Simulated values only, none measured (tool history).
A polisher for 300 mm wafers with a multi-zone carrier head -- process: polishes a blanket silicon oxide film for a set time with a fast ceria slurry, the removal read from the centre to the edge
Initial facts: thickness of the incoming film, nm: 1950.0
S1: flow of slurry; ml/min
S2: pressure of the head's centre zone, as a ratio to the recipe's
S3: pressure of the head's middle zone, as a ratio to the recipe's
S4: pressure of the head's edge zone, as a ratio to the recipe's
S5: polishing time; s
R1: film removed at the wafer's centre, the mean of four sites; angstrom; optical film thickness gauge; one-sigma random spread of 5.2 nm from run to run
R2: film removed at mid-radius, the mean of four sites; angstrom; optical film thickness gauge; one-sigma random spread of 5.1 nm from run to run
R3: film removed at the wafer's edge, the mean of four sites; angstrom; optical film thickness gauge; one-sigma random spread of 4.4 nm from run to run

run 1 hour=0 | S1=295 S2=1 S3=1 S4=1 S5=68 | R1=6540.7 R2=6532.3 R3=6485.7
run 2 hour=1.6 | S1=285 S2=0.96 S3=1 S4=1 S5=63 | R1=5705.8 R2=6073.6 R3=6013.4
run 3 hour=2.4 | S1=285 S2=0.96 S3=1 S4=1 S5=52 | R1=4806.1 R2=5068.1 R3=4907.1
run 4 hour=7 | S1=280 S2=0.93 S3=0.99 S4=1 S5=51 | R1=4515.8 R2=4948.6 R3=4860.6
run 5 hour=8.5 | S1=280 S2=0.93 S3=1.03 S4=1 S5=51 | R1=4520.7 R2=5028.4 R3=4919.5
run 6 hour=14.1 | S1=280 S2=0.93 S3=1.09 S4=1 S5=51 | R1=4521.4 R2=5273.7 R3=4853.5
run 7 hour=22 | S1=275 S2=0.91 S3=1.07 S4=1 S5=50 | R1=4425.7 R2=4977 R3=4751.5
run 8 hour=22.8 | S1=280 S2=0.89 S3=1.08 S4=1.02 S5=49 | R1=4210.6 R2=4991.6 R3=4680
run 9 hour=26 | S1=275 S2=0.87 S3=1.07 S4=1.03 S5=49 | R1=4191.9 R2=4883.3 R3=4723.1

Run 10, settings as shown, results not yet in. Your forecast:
run 10 hour=32 | S1=265 S2=0.86 S3=1.08 S4=1.05 S5=48 | R1=? R2=? R3=?

Logged for run 10: R1 3983.7 angstrom, R2 4825.5 angstrom, R3 4625.3 angstrom.

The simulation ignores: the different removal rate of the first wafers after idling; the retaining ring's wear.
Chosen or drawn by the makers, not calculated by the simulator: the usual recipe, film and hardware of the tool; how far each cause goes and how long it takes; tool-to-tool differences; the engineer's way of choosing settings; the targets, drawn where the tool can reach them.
